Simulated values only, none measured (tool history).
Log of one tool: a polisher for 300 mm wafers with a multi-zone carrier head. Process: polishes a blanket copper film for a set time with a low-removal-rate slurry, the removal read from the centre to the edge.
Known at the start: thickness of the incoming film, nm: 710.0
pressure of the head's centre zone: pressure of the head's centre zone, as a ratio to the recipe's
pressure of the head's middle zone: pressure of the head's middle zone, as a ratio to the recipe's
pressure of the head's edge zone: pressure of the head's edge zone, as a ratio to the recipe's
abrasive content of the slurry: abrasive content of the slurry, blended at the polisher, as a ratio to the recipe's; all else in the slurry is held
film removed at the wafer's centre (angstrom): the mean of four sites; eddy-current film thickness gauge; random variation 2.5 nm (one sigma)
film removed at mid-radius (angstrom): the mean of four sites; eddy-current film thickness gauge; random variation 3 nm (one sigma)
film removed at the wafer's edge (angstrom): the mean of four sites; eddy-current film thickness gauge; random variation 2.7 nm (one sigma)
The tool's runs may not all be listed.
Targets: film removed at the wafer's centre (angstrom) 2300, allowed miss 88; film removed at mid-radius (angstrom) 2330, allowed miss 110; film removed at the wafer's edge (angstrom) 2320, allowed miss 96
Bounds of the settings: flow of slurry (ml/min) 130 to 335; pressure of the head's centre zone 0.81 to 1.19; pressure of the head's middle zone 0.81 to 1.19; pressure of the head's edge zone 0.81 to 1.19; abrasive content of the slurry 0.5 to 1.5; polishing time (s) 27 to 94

run	day	flow of slurry (ml/min)	pressure of the head's centre zone	pressure of the head's middle zone	pressure of the head's edge zone	abrasive content of the slurry	polishing time (s)	film removed at the wafer's centre (angstrom)	film removed at mid-radius (angstrom)	film removed at the wafer's edge (angstrom)
1	0	215	1	1	1	1	60	1943.2	1911.7	1990.7
2	0.233	220	1.01	1.02	1.02	1.05	60	2024	1997	2016.6
3	0.367	225	1.01	1.02	1.04	1.1	61	2024.9	2074.7	2079.6
4	0.558	225	1.01	0.98	1.04	1.1	61	2040.1	1971.5	2083.9
5	0.921	225	1.01	0.98	1.04	1.1	76	2560	2466.6	2642.9
6	1.179	225	1	0.99	1.02	1.05	75	2456.9	2362.7	2459.5
7	1.308	225	0.99	0.99	1.01	1.05	75	2473.2	2475.6	2556.6
8	1.621	220	0.99	1	1	1	75	2429.1	2379.4	2427.9
9	1.808	215	0.98	1	0.99	1	75	2411.4	2468.4	2469.9
10	2.108	215	0.98	1	0.99	0.95	75	2374	2370.6	2384.8

4 next moves are on the table. One of them brings every result within its allowed miss. Which?
A	2.408	140	0.95	0.96	0.9	1.2	83	?	?	?
B	2.408	225	0.98	1.01	0.95	0.75	75	?	?	?
C	2.408	250	1.05	1.03	0.98	0.85	77	?	?	?
D	2.408	205	1.02	0.98	0.93	1.1	74	?	?	?

move	film removed at the wafer's centre (angstrom)	film removed at mid-radius (angstrom)	film removed at the wafer's edge (angstrom)
A	2411.5	2429.1	2568.9
B	2292.5	2326	2353.5
C	2571.1	2502.4	2513.8
D	2431.9	2331.9	2409.1
A: further off than the last run
B: meets every target
C: further off than the last run
D: further off than the last run
Answer: B
